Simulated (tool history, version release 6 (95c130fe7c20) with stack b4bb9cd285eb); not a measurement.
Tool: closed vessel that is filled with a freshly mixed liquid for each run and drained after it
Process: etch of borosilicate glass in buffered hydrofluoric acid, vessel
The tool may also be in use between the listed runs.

run	hour	temperature setpoint of the liquid (K)	parts of 40 % ammonium fluoride to one part of 49 % hydrofluoric acid (parts by volume)	time in the liquid (s)	thickness taken off the borosilicate glass on a monitor wafer (Å)
1	0	296.15	13.5	90	710.77
2	5.6	298.15	13.5	90	786.79
3	10.2	298.15	17	90	628.39
4	14.6	300.15	15	90	792.65
5	16.2	301.65	13.5	90	951.65
6	23.8	302.65	12.5	90	1080.8
7	30	303.15	12	90	1149.4

Forecast run 8:
8	36.7	303.65	11.5	90	?

{"run 8": {"thickness taken off the borosilicate glass on a monitor wafer (Å)": 1251.2}}

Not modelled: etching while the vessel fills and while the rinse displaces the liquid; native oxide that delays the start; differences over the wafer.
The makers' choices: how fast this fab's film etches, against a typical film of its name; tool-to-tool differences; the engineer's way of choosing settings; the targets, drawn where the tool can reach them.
